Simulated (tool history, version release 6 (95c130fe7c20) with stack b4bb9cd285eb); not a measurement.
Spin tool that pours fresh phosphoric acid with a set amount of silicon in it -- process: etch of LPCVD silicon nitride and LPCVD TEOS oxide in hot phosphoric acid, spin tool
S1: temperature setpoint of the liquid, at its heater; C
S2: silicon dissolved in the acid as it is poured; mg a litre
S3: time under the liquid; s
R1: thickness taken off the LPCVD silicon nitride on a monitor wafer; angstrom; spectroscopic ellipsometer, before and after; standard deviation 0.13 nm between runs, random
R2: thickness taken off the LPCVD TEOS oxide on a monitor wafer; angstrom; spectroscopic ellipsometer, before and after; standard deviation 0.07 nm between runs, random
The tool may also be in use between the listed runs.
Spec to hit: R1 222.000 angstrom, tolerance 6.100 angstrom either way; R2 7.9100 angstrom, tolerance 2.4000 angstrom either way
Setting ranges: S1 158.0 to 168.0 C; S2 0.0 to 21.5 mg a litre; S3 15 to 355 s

run 1 hour=0.0 | S1=163.0 S2=9.5 S3=180 | R1=144.280 R2=3.5313
run 2 hour=1.0 | S1=163.0 S2=9.5 S3=115 | R1=93.272 R2=2.5913
run 3 hour=6.2 | S1=163.0 S2=9.5 S3=85 | R1=68.610 R2=1.7323
run 4 hour=7.0 | S1=163.5 S2=9.0 S3=100 | R1=82.171 R2=2.0119
run 5 hour=8.7 | S1=163.5 S2=8.0 S3=115 | R1=94.221 R2=2.6437
run 6 hour=10.2 | S1=163.5 S2=8.0 S3=180 | R1=148.040 R2=4.5508
run 7 hour=12.4 | S1=163.5 S2=8.0 S3=180 | R1=148.440 R2=4.1651
run 8 hour=16.1 | S1=164.0 S2=7.5 S3=185 | R1=153.450 R2=4.3043

Which single option among these 5 for the next run brings every result within its allowed miss of target? Just one does.
run A hour=19.8 | S1=163.5 S2=0.0 S3=255 | R1=? R2=?
run B hour=19.8 | S1=165.0 S2=3.0 S3=245 | R1=? R2=?
run C hour=19.8 | S1=164.0 S2=0.0 S3=265 | R1=? R2=?
run D hour=19.8 | S1=164.5 S2=0.0 S3=240 | R1=? R2=?
run E hour=19.8 | S1=163.0 S2=11.5 S3=145 | R1=? R2=?

move=A R1=209.710 R2=7.3081
move=B R1=211.690 R2=7.4030
move=C R1=221.560 R2=7.8763
move=D R1=203.990 R2=7.3972
move=E R1=117.290 R2=3.1689
A: moves toward the targets from the last run without getting all of them in spec
B: moves toward the targets from the last run without getting all of them in spec
C: in spec on every target
D: moves toward the targets from the last run without getting all of them in spec
E: moves away from the targets compared with the last run
Go with C: it meets all targets.
